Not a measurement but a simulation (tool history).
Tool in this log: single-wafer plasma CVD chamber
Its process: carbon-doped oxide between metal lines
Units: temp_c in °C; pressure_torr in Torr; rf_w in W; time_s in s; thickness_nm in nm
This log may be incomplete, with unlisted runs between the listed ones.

run    day  temp_c  pressure_torr  rf_w  time_s  thickness_nm
  1      0     325           4.96   495    25.4        141.33
  2   0.35     323           5.08   500    25.4        144.14
  3  0.454     321           5.17   500    25.4        145.45
  4    0.7     320           5.26   500    25.4        146.33
  5  0.821     319           5.34   500    25.4        146.51
  6  0.879     328           5.34   500    25.4        142.46
  7  1.233     326           5.45   505    25.4        144.41
  8  1.533     324           5.53   510    25.4        147.17

Expected results for the next run?
     1.779  -- capacitance manometer re-zeroed and calibrated
  9  1.779     323           5.61   510    25.4             ?

{"run 9": {"thickness_nm": 145.78}}
